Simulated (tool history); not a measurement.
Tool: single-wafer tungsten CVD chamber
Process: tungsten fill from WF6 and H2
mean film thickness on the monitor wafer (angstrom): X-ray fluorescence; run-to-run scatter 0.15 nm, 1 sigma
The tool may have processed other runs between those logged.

run,hour,heater temperature setpoint (deg C),chamber pressure (Torr),deposition time (s),mean film thickness on the monitor wafer (angstrom)
1,0,380,48.9,25.9,493.43
2,5.3,380,48.9,25.9,494.62
3,12.2,380,53.1,25.9,512.42
4,13.6,380,53.1,25.9,513.08
5,17.6,371,53.1,25.9,415.56
6,26.2,381,53.1,25.9,526.11
7,34.7,375,52.7,25.9,452.08
8,36.5,371,52.5,25.9,414.56

What will run 9 give?
9,39.9,360,51.8,25.9,?

Run 9 produced mean film thickness on the monitor wafer (angstrom) 318.45.
